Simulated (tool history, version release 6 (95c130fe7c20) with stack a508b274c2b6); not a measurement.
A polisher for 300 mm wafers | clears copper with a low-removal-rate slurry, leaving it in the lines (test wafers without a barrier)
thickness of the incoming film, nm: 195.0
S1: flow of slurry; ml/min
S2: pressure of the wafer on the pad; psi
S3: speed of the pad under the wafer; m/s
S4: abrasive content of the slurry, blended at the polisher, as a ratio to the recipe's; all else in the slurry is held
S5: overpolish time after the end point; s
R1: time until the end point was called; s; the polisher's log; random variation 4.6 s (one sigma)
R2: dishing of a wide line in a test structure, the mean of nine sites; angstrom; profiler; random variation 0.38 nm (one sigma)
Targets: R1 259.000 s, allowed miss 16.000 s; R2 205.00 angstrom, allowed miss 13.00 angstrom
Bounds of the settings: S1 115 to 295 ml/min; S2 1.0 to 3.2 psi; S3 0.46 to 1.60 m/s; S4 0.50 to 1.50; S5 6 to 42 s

| run | hour | S1 | S2 | S3 | S4 | S5 | R1 | R2 |
|---|---|---|---|---|---|---|---|---|
| 1 | 0.0 | 190 | 2.1 | 1.02 | 1.00 | 21 | 103.460 | 277.99 |
| 2 | 8.0 | 190 | 2.1 | 1.02 | 0.80 | 21 | 111.060 | 268.62 |
| 3 | 15.8 | 190 | 2.1 | 1.22 | 0.80 | 21 | 93.249 | 296.79 |
| 4 | 22.5 | 190 | 1.9 | 1.12 | 0.80 | 23 | 112.340 | 276.06 |
| 5 | 27.2 | 150 | 1.9 | 1.12 | 0.80 | 23 | 114.130 | 264.98 |
| 6 | 33.2 | 150 | 1.7 | 1.12 | 0.80 | 23 | 125.840 | 245.67 |
| 7 | 38.7 | 150 | 1.6 | 1.04 | 0.80 | 25 | 139.710 | 248.96 |
| 8 | 39.3 | 150 | 1.5 | 0.98 | 0.80 | 26 | 156.670 | 227.29 |
| 9 | 43.0 | 150 | 1.4 | 0.94 | 0.80 | 28 | 172.000 | 230.30 |
| 10 | 52.0 | 150 | 1.3 | 0.90 | 0.80 | 29 | 198.210 | 216.44 |
| 11 | 55.4 | 150 | 1.3 | 0.88 | 0.80 | 30 | 194.510 | 208.04 |
| 12 | 60.1 | 130 | 1.0 | 0.68 | 0.75 | 40 | 297.040 | 182.79 |
| 13 | 62.4 | 135 | 1.0 | 0.68 | 0.75 | 40 | 306.590 | 188.37 |
| 14 | 64.3 | 135 | 1.1 | 0.68 | 0.75 | 40 | 269.880 | 194.93 |

Which of these 5 next moves meets every target?
| A | 66.2 | 175 | 1.0 | 0.64 | 0.85 | 38 | ? | ? |
| B | 66.2 | 145 | 1.0 | 0.80 | 0.80 | 39 | ? | ? |
| C | 66.2 | 140 | 1.5 | 0.52 | 0.55 | 35 | ? | ? |
| D | 66.2 | 120 | 1.3 | 0.54 | 0.85 | 32 | ? | ? |
| E | 66.2 | 115 | 1.5 | 0.46 | 0.90 | 33 | ? | ? |

| move | R1 | R2 |
|---|---|---|
| A | 294.170 | 177.06 |
| B | 256.370 | 203.46 |
| C | 267.090 | 182.44 |
| D | 276.350 | 162.71 |
| E | 270.250 | 171.45 |
A: further off than the last run
B: meets every target
C: further off than the last run
D: further off than the last run
E: further off than the last run
Answer: B

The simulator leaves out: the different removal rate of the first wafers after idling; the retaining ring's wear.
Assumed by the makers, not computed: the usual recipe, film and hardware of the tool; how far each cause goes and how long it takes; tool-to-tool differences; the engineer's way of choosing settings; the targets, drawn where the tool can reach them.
